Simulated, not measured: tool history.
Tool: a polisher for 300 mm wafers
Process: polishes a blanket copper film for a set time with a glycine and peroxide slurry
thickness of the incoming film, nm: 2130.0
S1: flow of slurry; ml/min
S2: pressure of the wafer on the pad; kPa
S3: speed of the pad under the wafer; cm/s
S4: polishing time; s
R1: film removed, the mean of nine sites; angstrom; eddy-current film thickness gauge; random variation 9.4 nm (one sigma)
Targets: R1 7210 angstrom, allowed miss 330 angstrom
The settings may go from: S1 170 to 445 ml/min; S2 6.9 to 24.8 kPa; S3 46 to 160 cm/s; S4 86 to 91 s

run,hour,S1,S2,S3,S4,R1
1,0,285,15.9,102,86,4669.8
2,9,285,15.9,102,86,4830.5
3,13.4,285,15.9,82,86,4012.4
4,22,285,15.9,82,86,4072.8
5,29.7,285,17.2,84,86,4355.5
6,37.1,285,17.2,108,86,5172.6
7,38.8,285,17.2,108,86,5249.6
8,41.5,285,17.9,108,86,5455.4
9,47,285,18.6,108,86,5638.5

Which of these 5 next moves meets every target?
A,52.5,365,24.1,112,86,?
B,52.5,220,17.9,126,91,?
C,52.5,320,21.4,112,87,?
D,52.5,290,15.2,84,86,?
E,52.5,230,20,120,87,?

move,R1
A,7308.9
B,6286.6
C,6591.8
D,3936.7
E,6373.3
A: meets every target
B: nearer than the last run, and not there yet
C: nearer than the last run, and not there yet
D: further off than the last run
E: nearer than the last run, and not there yet
The right move is A.
